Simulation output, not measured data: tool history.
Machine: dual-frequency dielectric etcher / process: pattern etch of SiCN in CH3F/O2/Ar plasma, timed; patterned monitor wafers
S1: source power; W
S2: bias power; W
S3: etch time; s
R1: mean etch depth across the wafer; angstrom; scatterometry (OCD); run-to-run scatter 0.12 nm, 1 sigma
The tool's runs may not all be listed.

{"run": 1, "hour": 0.0, "S1": 490, "S2": 102, "S3": 73, "R1": 334.32}
{"run": 2, "hour": 8.2, "S1": 490, "S2": 117, "S3": 73, "R1": 355.09}
{"run": 3, "hour": 14.1, "S1": 490, "S2": 117, "S3": 76, "R1": 367.27}
{"run": 4, "hour": 22.6, "S1": 560, "S2": 117, "S3": 76, "R1": 382.21}
{"run": 5, "hour": 27.6, "S1": 560, "S2": 117, "S3": 73, "R1": 368.09}
{"run": 6, "hour": 36.2, "S1": 560, "S2": 107, "S3": 73, "R1": 353.1}
{"run": 7, "hour": 43.7, "S1": 560, "S2": 107, "S3": 73, "R1": 358.53}
{"run": 8, "hour": 50.3, "S1": 500, "S2": 97, "S3": 73, "R1": 327.92}
{"run": 9, "hour": 53.2, "S1": 400, "S2": 76, "S3": 73, "R1": 276.32}
{"run": 10, "hour": 56.0, "S1": 380, "S2": 75, "S3": 73, "R1": 268.17}

Run 11 has not been measured yet. What should we expect?
{"run": 11, "hour": 64.9, "S1": 370, "S2": 74, "S3": 73, "R1": "?"}

Run 11 came out at R1 264.23 angstrom.
